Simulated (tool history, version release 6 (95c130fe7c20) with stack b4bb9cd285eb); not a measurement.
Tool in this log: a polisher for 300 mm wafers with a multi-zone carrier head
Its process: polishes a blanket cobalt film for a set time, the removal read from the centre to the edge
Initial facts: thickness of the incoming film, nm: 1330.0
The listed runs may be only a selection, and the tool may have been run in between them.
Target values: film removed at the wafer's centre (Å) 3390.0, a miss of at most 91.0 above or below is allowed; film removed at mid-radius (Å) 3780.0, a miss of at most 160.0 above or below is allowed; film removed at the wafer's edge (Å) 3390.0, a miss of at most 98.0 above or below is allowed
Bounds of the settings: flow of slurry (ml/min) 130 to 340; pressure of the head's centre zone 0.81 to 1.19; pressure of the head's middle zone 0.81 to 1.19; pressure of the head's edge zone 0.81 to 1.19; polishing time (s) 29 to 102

run	hour	flow of slurry (ml/min)	pressure of the head's centre zone	pressure of the head's middle zone	pressure of the head's edge zone	polishing time (s)	film removed at the wafer's centre (Å)	film removed at mid-radius (Å)	film removed at the wafer's edge (Å)
1	0.0	220	1.00	1.00	1.00	65	2907.9	2957.1	2925.4
2	7.3	220	1.00	1.00	1.00	57	2523.4	2538.5	2564.2
3	15.3	225	1.01	1.03	1.02	59	2657.0	2743.2	2719.4
4	19.9	235	1.02	1.05	1.03	60	2753.3	2903.9	2748.3
5	24.1	235	1.02	1.05	0.98	60	2777.8	2854.8	2686.1
6	33.1	235	1.02	1.05	1.05	60	2762.2	2874.5	2788.1
7	42.1	240	1.03	1.07	1.07	61	2823.0	3017.8	2840.5
# hour 49.1: slurry nozzle cleaned
8	49.1	245	1.04	1.08	1.08	62	3002.3	3128.5	2990.8
9	56.8	255	1.04	1.10	1.10	62	3042.7	3168.5	3054.4
10	65.7	255	1.04	1.10	1.10	62	3090.3	3154.0	3072.9
11	67.0	255	1.04	1.11	1.10	63	3128.8	3301.2	3073.1
12	70.5	265	1.04	1.12	1.11	63	3125.4	3354.8	3124.2
13	76.5	270	1.04	1.13	1.12	63	3128.0	3435.8	3154.1
14	81.8	275	1.04	1.14	1.13	63	3128.1	3459.1	3171.1
15	90.2	280	1.04	1.15	1.14	63	3142.8	3447.0	3197.3
16	95.3	285	1.04	1.16	1.14	63	3123.4	3430.7	3231.2
17	104.2	280	1.04	1.16	1.14	64	3183.8	3495.1	3229.4
18	112.8	285	1.04	1.16	1.14	64	3212.7	3545.6	3211.5
19	117.7	285	1.04	1.16	1.15	64	3191.4	3516.0	3239.5
20	122.5	290	1.05	1.18	1.15	65	3232.2	3580.6	3256.6
21	128.6	295	1.05	1.18	1.15	65	3309.6	3601.0	3304.7
22	131.5	290	1.05	1.18	1.15	65	3263.1	3641.2	3302.0

Below are 4 possible settings for the next run. Only one of them brings all results inside the allowed miss of their targets. Which is it?
A	134.4	280	1.05	1.19	1.13	67	?	?	?
B	134.4	245	1.00	1.19	1.15	68	?	?	?
C	134.4	310	1.02	1.09	1.19	65	?	?	?
D	134.4	265	0.92	1.19	1.19	68	?	?	?

move	film removed at the wafer's centre (Å)	film removed at mid-radius (Å)	film removed at the wafer's edge (Å)
A	3397.9	3808.6	3338.0
B	3237.1	3817.6	3385.7
C	3231.3	3457.2	3353.8
D	3001.4	3848.1	3466.4
A: every result lands within tolerance
B: its largest miss is bigger than the last run's
C: its largest miss is bigger than the last run's
D: its largest miss is bigger than the last run's
Answer: A
